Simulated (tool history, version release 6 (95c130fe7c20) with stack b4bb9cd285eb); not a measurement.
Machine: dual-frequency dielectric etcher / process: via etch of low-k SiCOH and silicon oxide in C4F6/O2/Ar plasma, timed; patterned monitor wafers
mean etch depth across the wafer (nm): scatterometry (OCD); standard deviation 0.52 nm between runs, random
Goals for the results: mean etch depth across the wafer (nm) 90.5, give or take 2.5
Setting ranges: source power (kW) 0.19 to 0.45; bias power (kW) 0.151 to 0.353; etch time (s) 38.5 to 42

| run | day | source power (kW) | bias power (kW) | etch time (s) | mean etch depth across the wafer (nm) |
|---|---|---|---|---|---|
| 1 | 0 | 0.32 | 0.252 | 42 | 116.69 |
| 2 | 0.283 | 0.3 | 0.235 | 41.5 | 108.22 |
| 3 | 0.512 | 0.26 | 0.235 | 41.5 | 101.46 |
| 4 | 0.567 | 0.25 | 0.232 | 41.5 | 98.298 |
| 5 | 0.588 | 0.24 | 0.23 | 41.5 | 96.933 |
| 6 | 0.842 | 0.24 | 0.271 | 41.5 | 101.31 |
| 7 | 1.096 | 0.23 | 0.267 | 41.5 | 99.666 |
| 8 | 1.454 | 0.23 | 0.267 | 41.5 | 99.47 |
| 9 | 1.771 | 0.22 | 0.263 | 41.5 | 96.842 |
| 10 | 1.992 | 0.21 | 0.261 | 41.5 | 94.021 |
| 11 | 2.083 | 0.21 | 0.26 | 41.5 | 93.282 |

4 candidate next runs follow, results not yet known. Just one meets every target within its allowed miss. Identify it.
| A | 2.175 | 0.23 | 0.236 | 39.5 | ? |
| B | 2.175 | 0.2 | 0.295 | 42 | ? |
| C | 2.175 | 0.22 | 0.278 | 40 | ? |
| D | 2.175 | 0.23 | 0.261 | 40 | ? |

| move | mean etch depth across the wafer (nm) |
|---|---|
| A | 90.587 |
| B | 97.432 |
| C | 95.398 |
| D | 95.298 |
A: each result inside its tolerance
B: its largest miss is bigger than the last run's
C: its largest miss is bigger than the last run's
D: its largest miss is bigger than the last run's
The move that meets every target is A.
